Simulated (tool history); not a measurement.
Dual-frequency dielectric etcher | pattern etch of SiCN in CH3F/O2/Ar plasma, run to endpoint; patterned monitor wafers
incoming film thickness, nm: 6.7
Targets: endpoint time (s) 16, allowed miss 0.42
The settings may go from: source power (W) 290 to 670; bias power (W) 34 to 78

| run | hour | source power (W) | bias power (W) | endpoint time (s) |
|---|---|---|---|---|
| 1 | 0 | 480 | 56 | 18.36 |
| 2 | 3.3 | 480 | 52 | 18.696 |
| 3 | 8.1 | 500 | 53 | 18.579 |
| 4 | 15.5 | 510 | 55 | 17.912 |
| 5 | 21.5 | 510 | 60 | 17.661 |
| 6 | 24.7 | 430 | 60 | 18.285 |
| 7 | 28.1 | 450 | 61 | 18.087 |
| 8 | 30.2 | 470 | 62 | 18.119 |

Which of these 4 next moves meets every target?
| A | 32.3 | 380 | 53 | ? |
| B | 32.3 | 530 | 67 | ? |
| C | 32.3 | 630 | 68 | ? |
| D | 32.3 | 580 | 63 | ? |

| move | endpoint time (s) |
|---|---|
| A | 20.086 |
| B | 17.104 |
| C | 16.218 |
| D | 17.012 |
A: further off than the last run
B: nearer than the last run, and not there yet
C: meets every target
D: nearer than the last run, and not there yet
The right move is C.
